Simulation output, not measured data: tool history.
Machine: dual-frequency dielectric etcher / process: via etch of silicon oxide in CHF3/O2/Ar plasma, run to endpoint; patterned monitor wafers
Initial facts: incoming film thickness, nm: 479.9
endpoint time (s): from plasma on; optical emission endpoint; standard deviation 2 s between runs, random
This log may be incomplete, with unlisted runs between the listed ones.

Run 1, day 0: source power (W) 670, bias power (W) 136. Result: endpoint time (s) 248.61.
Run 2, day 0.242: source power (W) 600, bias power (W) 136. Result: endpoint time (s) 264.45.
Run 3, day 0.525: source power (W) 600, bias power (W) 147. Result: endpoint time (s) 259.32.
Run 4, day 0.721: source power (W) 600, bias power (W) 134. Result: endpoint time (s) 264.76.
Run 5, day 0.767: source power (W) 690, bias power (W) 134. Result: endpoint time (s) 244.44.
Run 6, day 0.929: source power (W) 690, bias power (W) 146. Result: endpoint time (s) 246.95.
Run 7, day 1.121: source power (W) 550, bias power (W) 143. Result: endpoint time (s) 274.38.
Run 8, day 1.338: source power (W) 540, bias power (W) 142. Result: endpoint time (s) 277.39.

The next listed run, before its measurement:
Run 9, day 1.562: source power (W) 540, bias power (W) 142. Result: endpoint time (s) ?.

Run 9 came out at endpoint time (s) 273.06.

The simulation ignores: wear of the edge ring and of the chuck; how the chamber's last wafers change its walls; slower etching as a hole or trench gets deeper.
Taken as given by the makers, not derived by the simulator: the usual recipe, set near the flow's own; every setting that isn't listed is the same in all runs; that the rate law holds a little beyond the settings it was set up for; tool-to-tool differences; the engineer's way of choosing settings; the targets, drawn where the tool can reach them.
